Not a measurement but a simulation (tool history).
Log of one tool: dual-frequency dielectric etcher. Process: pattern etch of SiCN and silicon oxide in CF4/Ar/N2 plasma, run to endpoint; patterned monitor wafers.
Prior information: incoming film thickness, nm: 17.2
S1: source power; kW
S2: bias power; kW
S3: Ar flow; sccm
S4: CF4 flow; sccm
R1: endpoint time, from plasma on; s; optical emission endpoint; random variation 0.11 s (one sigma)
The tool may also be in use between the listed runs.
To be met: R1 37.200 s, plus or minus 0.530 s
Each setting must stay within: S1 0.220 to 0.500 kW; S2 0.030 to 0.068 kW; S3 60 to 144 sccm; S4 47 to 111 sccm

| run | day | S1 | S2 | S3 | S4 | R1 |
|---|---|---|---|---|---|---|
| 1 | 0.000 | 0.360 | 0.049 | 102 | 79 | 28.150 |
| 2 | 0.217 | 0.360 | 0.049 | 95 | 79 | 27.833 |
| 3 | 0.408 | 0.300 | 0.049 | 95 | 79 | 33.809 |
| 4 | 0.571 | 0.280 | 0.049 | 95 | 79 | 36.165 |
| 5 | 0.908 | 0.240 | 0.049 | 95 | 79 | 42.852 |
| 6 | 1.221 | 0.250 | 0.049 | 95 | 79 | 40.899 |
| 7 | 1.592 | 0.290 | 0.049 | 95 | 79 | 35.128 |
| 8 | 1.642 | 0.290 | 0.049 | 95 | 79 | 34.939 |
| 9 | 1.892 | 0.260 | 0.049 | 95 | 79 | 39.447 |
| 10 | 1.925 | 0.270 | 0.049 | 95 | 79 | 37.919 |
| 11 | 2.021 | 0.280 | 0.049 | 95 | 79 | 36.549 |
| 12 | 2.246 | 0.280 | 0.049 | 95 | 79 | 36.255 |
| 13 | 2.588 | 0.270 | 0.049 | 95 | 79 | 37.934 |

Which one of the following 4 next-run settings gets every result inside its allowed miss? There is exactly one.
| A | 2.929 | 0.280 | 0.053 | 107 | 55 | ? |
| B | 2.929 | 0.270 | 0.043 | 90 | 91 | ? |
| C | 2.929 | 0.280 | 0.055 | 98 | 59 | ? |
| D | 2.929 | 0.270 | 0.047 | 101 | 77 | ? |

| move | R1 |
|---|---|
| A | 37.292 |
| B | 38.472 |
| C | 36.070 |
| D | 38.828 |
A: each result inside its tolerance
B: further off than the last run
C: carries the result that was furthest off beyond its target, to the other side
D: further off than the last run
The move that meets every target is A.
